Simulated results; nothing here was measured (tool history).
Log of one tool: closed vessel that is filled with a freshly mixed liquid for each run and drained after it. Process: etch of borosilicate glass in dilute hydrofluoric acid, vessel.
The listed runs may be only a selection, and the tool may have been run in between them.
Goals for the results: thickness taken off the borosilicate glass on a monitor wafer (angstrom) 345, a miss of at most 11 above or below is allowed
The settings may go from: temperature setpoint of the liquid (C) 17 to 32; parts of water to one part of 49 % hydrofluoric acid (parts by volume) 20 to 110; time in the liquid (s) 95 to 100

| run | hour | temperature setpoint of the liquid (C) | parts of water to one part of 49 % hydrofluoric acid (parts by volume) | time in the liquid (s) | thickness taken off the borosilicate glass on a monitor wafer (angstrom) |
|---|---|---|---|---|---|
| 1 | 0 | 24 | 60 | 95 | 415.98 |
| 2 | 1.5 | 24 | 60 | 95 | 420.64 |
| 3 | 7.6 | 22.5 | 60 | 95 | 394.71 |
| 4 | 13.3 | 21.5 | 60 | 95 | 374.86 |
| 5 | 15.5 | 21.5 | 50 | 95 | 456.19 |
| 6 | 16.7 | 21.5 | 50 | 100 | 488.73 |
| 7 | 21.7 | 20 | 55 | 100 | 413.16 |
| 8 | 28.1 | 19 | 55 | 100 | 394.64 |
| 9 | 37 | 18.5 | 55 | 100 | 392.94 |
| 10 | 44.9 | 18 | 55 | 100 | 373.88 |
| 11 | 46.8 | 17.5 | 55 | 100 | 372.41 |
| 12 | 51.3 | 17 | 55 | 100 | 363.37 |
| 13 | 53.2 | 17 | 60 | 100 | 333.23 |

Consider the 5 candidate settings below. Which is the only one whose results all fall within their allowed miss of target?
| A | 55.1 | 18 | 60 | 100 | ? |
| B | 55.1 | 17.5 | 65 | 100 | ? |
| C | 55.1 | 18 | 60 | 95 | ? |
| D | 55.1 | 17 | 50 | 95 | ? |
| E | 55.1 | 19.5 | 65 | 95 | ? |

| move | thickness taken off the borosilicate glass on a monitor wafer (angstrom) |
|---|---|
| A | 344.62 |
| B | 309.63 |
| C | 327.39 |
| D | 380.52 |
| E | 320.28 |
A: all results land within tolerance of their targets
B: further off than the last run
C: further off than the last run
D: pushes the last run's worst result past its target
E: further off than the last run
So the answer is move A, the one that meets all the targets.
